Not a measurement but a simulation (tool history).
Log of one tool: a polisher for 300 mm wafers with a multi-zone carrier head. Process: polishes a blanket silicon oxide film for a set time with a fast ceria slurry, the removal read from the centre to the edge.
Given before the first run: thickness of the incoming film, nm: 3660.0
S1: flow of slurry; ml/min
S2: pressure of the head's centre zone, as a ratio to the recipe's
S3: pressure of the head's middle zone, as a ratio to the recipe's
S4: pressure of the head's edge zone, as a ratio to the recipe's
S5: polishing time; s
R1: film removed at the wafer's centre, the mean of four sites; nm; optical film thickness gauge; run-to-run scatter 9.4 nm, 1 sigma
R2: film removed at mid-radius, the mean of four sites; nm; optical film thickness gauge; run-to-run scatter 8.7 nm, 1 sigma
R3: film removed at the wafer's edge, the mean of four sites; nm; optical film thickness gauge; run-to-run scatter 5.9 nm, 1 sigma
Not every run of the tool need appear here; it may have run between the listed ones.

run    day   S1    S2    S3    S4  S5       R1      R2      R3
  1  0.000  270  1.00  1.00  1.00  82  1000.60  963.89  976.53
  2  0.088  325  1.00  1.00  1.00  82   997.87  991.98  990.66
  3  0.150  320  0.96  0.98  0.98  81   952.88  949.49  971.16
  4  0.408  315  0.93  0.97  0.96  80   913.43  950.29  949.44
  5  0.750  280  0.93  0.97  0.96  80   925.90  927.57  938.48
  6  0.846  280  0.86  0.97  0.96  80   847.88  923.77  929.52
  7  1.100  270  0.85  0.96  0.96  80   836.14  910.82  925.37
  8  1.333  260  0.84  0.95  0.96  80   835.40  899.07  920.24

Forecast run 9:
  9  1.588  255  0.83  0.94  0.96  80   ?   ?   ?

R1: 824.66 nm
R2: 880.98 nm
R3: 928.20 nm

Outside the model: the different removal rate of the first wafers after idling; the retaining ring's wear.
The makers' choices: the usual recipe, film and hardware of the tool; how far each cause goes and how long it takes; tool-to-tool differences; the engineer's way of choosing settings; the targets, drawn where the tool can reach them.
